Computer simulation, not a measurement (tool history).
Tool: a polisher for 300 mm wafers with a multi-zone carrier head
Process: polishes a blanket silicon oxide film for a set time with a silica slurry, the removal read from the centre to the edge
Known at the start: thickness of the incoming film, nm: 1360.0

| run | hour | flow of slurry (ml/min) | pressure of the head's centre zone | pressure of the head's middle zone | pressure of the head's edge zone | abrasive content of the slurry | polishing time (s) | film removed at the wafer's centre (Å) | film removed at mid-radius (Å) | film removed at the wafer's edge (Å) |
|---|---|---|---|---|---|---|---|---|---|---|
| 1 | 0.0 | 320 | 1.00 | 1.00 | 1.00 | 1.00 | 32 | 881.51 | 849.07 | 818.34 |
| 2 | 3.3 | 320 | 0.98 | 0.99 | 0.98 | 0.90 | 28 | 699.17 | 704.67 | 683.97 |
| 3 | 10.8 | 320 | 0.98 | 0.99 | 1.01 | 0.90 | 28 | 722.37 | 689.21 | 694.41 |
| 4 | 14.8 | 320 | 0.98 | 0.99 | 1.01 | 0.90 | 31 | 796.18 | 773.49 | 762.37 |
| 5 | 17.1 | 320 | 0.98 | 0.99 | 1.06 | 0.90 | 31 | 795.22 | 777.94 | 793.61 |
| 6 | 17.8 | 320 | 0.98 | 0.99 | 1.06 | 0.90 | 24 | 607.84 | 590.15 | 611.99 |
| 7 | 23.4 | 320 | 0.98 | 0.99 | 1.03 | 0.80 | 22 | 521.73 | 511.68 | 509.82 |
| 8 | 27.2 | 320 | 0.97 | 0.98 | 1.01 | 0.75 | 21 | 482.44 | 469.50 | 468.54 |
| 9 | 34.1 | 320 | 0.95 | 0.97 | 0.98 | 0.70 | 21 | 448.19 | 445.20 | 443.44 |
| 10 | 35.2 | 330 | 0.93 | 0.93 | 0.88 | 0.50 | 20 | 341.15 | 324.55 | 333.60 |

The next listed run, before its measurement:
| 11 | 36.4 | 330 | 0.94 | 0.95 | 0.89 | 0.50 | 20 | ? | ? | ? |

Run 11 gave film removed at the wafer's centre (Å) 333.61, film removed at mid-radius (Å) 336.15, film removed at the wafer's edge (Å) 328.96.
